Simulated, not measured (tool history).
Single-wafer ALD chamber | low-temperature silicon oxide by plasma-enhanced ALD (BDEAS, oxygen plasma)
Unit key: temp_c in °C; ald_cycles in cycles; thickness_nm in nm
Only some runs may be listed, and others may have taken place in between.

run  hour  temp_c  ald_cycles  thickness_nm
  1   0.0      95          56        8.8582
  2   0.8      99          53        8.2354
  3   8.9      89          53        8.5113
  4  14.7      94          51        8.1025
     18.6  -- thermocouple changed; heater temperature recalibrated
  5  18.6      98          49        7.5002
  6  19.8      94          49        7.6453
  7  24.4      98          49        7.4828

Run 8 has not been measured yet. What should we expect?
  8  27.7     101          49             ?

{"run 8": {"thickness_nm": 7.3525}}
